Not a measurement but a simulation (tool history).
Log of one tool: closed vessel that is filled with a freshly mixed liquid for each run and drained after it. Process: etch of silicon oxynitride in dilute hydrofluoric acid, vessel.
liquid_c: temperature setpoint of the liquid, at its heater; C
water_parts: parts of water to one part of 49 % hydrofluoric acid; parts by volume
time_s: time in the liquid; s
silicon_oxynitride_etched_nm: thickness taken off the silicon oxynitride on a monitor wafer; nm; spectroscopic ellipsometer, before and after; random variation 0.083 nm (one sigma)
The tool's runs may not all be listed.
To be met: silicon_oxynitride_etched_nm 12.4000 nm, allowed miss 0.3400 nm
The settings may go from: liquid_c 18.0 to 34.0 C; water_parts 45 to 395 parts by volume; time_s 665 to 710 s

{"run": 1, "hour": 0.0, "liquid_c": 26.0, "water_parts": 220, "time_s": 665, "silicon_oxynitride_etched_nm": 10.431}
{"run": 2, "hour": 4.2, "liquid_c": 26.5, "water_parts": 220, "time_s": 665, "silicon_oxynitride_etched_nm": 10.733}
{"run": 3, "hour": 7.1, "liquid_c": 25.0, "water_parts": 220, "time_s": 665, "silicon_oxynitride_etched_nm": 9.9828}
{"run": 4, "hour": 15.7, "liquid_c": 23.0, "water_parts": 220, "time_s": 665, "silicon_oxynitride_etched_nm": 9.1838}
{"run": 5, "hour": 22.9, "liquid_c": 24.0, "water_parts": 220, "time_s": 665, "silicon_oxynitride_etched_nm": 9.6135}
{"run": 6, "hour": 25.0, "liquid_c": 24.0, "water_parts": 220, "time_s": 665, "silicon_oxynitride_etched_nm": 9.5771}
{"run": 7, "hour": 33.0, "liquid_c": 24.5, "water_parts": 220, "time_s": 665, "silicon_oxynitride_etched_nm": 9.7359}
{"run": 8, "hour": 38.1, "liquid_c": 28.5, "water_parts": 215, "time_s": 665, "silicon_oxynitride_etched_nm": 12.032}

4 next moves are on the table. One of them brings every result within its allowed miss. Which?
{"run": "A", "hour": 43.2, "liquid_c": 21.0, "water_parts": 155, "time_s": 665, "silicon_oxynitride_etched_nm": "?"}
{"run": "B", "hour": 43.2, "liquid_c": 28.5, "water_parts": 200, "time_s": 690, "silicon_oxynitride_etched_nm": "?"}
{"run": "C", "hour": 43.2, "liquid_c": 27.0, "water_parts": 225, "time_s": 710, "silicon_oxynitride_etched_nm": "?"}
{"run": "D", "hour": 43.2, "liquid_c": 31.0, "water_parts": 245, "time_s": 675, "silicon_oxynitride_etched_nm": "?"}

move=A silicon_oxynitride_etched_nm=12.4990
move=B silicon_oxynitride_etched_nm=13.4740
move=C silicon_oxynitride_etched_nm=11.3240
move=D silicon_oxynitride_etched_nm=11.4320
A: meets every target
B: takes the result that was furthest off past its target
C: further off than the last run
D: further off than the last run
The right move is A.

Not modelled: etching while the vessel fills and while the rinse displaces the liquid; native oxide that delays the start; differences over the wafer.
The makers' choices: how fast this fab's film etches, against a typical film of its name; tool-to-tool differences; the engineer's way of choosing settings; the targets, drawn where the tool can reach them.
